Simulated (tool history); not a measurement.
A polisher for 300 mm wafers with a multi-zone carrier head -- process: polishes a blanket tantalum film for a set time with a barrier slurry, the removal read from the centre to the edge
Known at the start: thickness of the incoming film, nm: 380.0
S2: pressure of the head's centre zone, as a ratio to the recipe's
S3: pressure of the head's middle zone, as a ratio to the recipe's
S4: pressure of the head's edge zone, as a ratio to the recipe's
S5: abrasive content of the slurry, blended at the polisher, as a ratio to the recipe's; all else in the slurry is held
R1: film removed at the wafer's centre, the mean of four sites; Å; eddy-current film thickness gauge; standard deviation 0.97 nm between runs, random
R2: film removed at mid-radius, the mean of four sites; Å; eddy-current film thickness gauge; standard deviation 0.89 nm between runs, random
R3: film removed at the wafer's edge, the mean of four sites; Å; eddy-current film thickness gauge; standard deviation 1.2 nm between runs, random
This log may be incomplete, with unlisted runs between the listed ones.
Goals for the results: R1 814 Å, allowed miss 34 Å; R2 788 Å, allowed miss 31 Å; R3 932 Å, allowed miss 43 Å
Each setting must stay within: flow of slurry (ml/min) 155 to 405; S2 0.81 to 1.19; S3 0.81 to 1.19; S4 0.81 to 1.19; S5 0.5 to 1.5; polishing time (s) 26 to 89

Run 1, hour 0: flow of slurry (ml/min) 260, S2 1, S3 1, S4 1, S5 1, polishing time (s) 57. Result: R1 1167.6 Å, R2 1057.3 Å, R3 1090.8 Å.
Run 2, hour 0.5: flow of slurry (ml/min) 305, S2 1, S3 1, S4 1, S5 1, polishing time (s) 57. Result: R1 1219.7 Å, R2 1092.8 Å, R3 1118.9 Å.
Run 3, hour 4.7: flow of slurry (ml/min) 305, S2 1, S3 1, S4 1, S5 1, polishing time (s) 69. Result: R1 1442.7 Å, R2 1301.4 Å, R3 1335.6 Å.
Run 4, hour 6.8: flow of slurry (ml/min) 300, S2 0.98, S3 0.99, S4 1, S5 0.95, polishing time (s) 68. Result: R1 1368.2 Å, R2 1290 Å, R3 1303.9 Å.
Run 5, hour 15: flow of slurry (ml/min) 290, S2 0.97, S3 0.97, S4 1.01, S5 0.9, polishing time (s) 66. Result: R1 1293.6 Å, R2 1193.4 Å, R3 1219.4 Å.
Run 6, hour 22: flow of slurry (ml/min) 280, S2 0.95, S3 0.95, S4 1.03, S5 0.9, polishing time (s) 65. Result: R1 1238.5 Å, R2 1154.2 Å, R3 1250.5 Å.
Run 7, hour 30.4: flow of slurry (ml/min) 270, S2 0.85, S3 0.85, S4 0.93, S5 0.65, polishing time (s) 53. Result: R1 847.75 Å, R2 785.29 Å, R3 865.68 Å.
Run 8, hour 37.4: flow of slurry (ml/min) 270, S2 0.85, S3 0.85, S4 0.94, S5 0.65, polishing time (s) 53. Result: R1 829.71 Å, R2 786.57 Å, R3 889.4 Å.

Exercise: of the 4 proposed moves below, exactly one satisfies all targets within the stated allowed misses. Which move is it?
Run A, hour 44.4: flow of slurry (ml/min) 250, S2 0.83, S3 0.83, S4 0.98, S5 0.7, polishing time (s) 53. Result: R1 ?, R2 ?, R3 ?.
Run B, hour 44.4: flow of slurry (ml/min) 240, S2 0.87, S3 0.88, S4 0.91, S5 0.7, polishing time (s) 51. Result: R1 ?, R2 ?, R3 ?.
Run C, hour 44.4: flow of slurry (ml/min) 260, S2 0.9, S3 0.96, S4 0.89, S5 0.7, polishing time (s) 47. Result: R1 ?, R2 ?, R3 ?.
Run D, hour 44.4: flow of slurry (ml/min) 260, S2 0.82, S3 0.86, S4 0.85, S5 0.75, polishing time (s) 51. Result: R1 ?, R2 ?, R3 ?.

move      R1      R2      R3
   A   839.9  788.11  910.99
   B  842.49  788.77  842.67
   C  812.94  785.89  773.96
   D  816.99  796.95  837.94
A: all results land within tolerance of their targets
B: moves away from the targets compared with the last run
C: moves away from the targets compared with the last run
D: moves away from the targets compared with the last run
So the answer is move A, the one that meets all the targets.
